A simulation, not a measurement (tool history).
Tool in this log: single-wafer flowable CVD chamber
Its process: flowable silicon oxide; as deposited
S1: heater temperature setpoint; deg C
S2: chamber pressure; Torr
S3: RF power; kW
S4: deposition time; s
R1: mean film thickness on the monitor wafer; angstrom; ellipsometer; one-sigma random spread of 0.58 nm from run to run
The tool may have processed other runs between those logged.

{"run": 1, "hour": 0.0, "S1": 100, "S2": 0.659, "S3": 1.985, "S4": 312, "R1": 1331.1}
{"run": 2, "hour": 8.8, "S1": 105, "S2": 0.659, "S3": 1.985, "S4": 312, "R1": 1147.2}
{"run": 3, "hour": 12.1, "S1": 106, "S2": 0.659, "S3": 1.985, "S4": 312, "R1": 1101}
{"run": 4, "hour": 15.9, "S1": 106, "S2": 0.659, "S3": 1.985, "S4": 312, "R1": 1096.5}
{"run": 5, "hour": 21.6, "S1": 106, "S2": 0.557, "S3": 1.985, "S4": 312, "R1": 936.93}
{"run": 6, "hour": 28.5, "S1": 106, "S2": 0.557, "S3": 1.985, "S4": 312, "R1": 946.18}

Run 7, settings as shown, results not yet in. Your forecast:
{"run": 7, "hour": 33.9, "S1": 105, "S2": 0.557, "S3": 1.985, "S4": 312, "R1": "?"}

Logged for run 7: R1 973.52 angstrom.
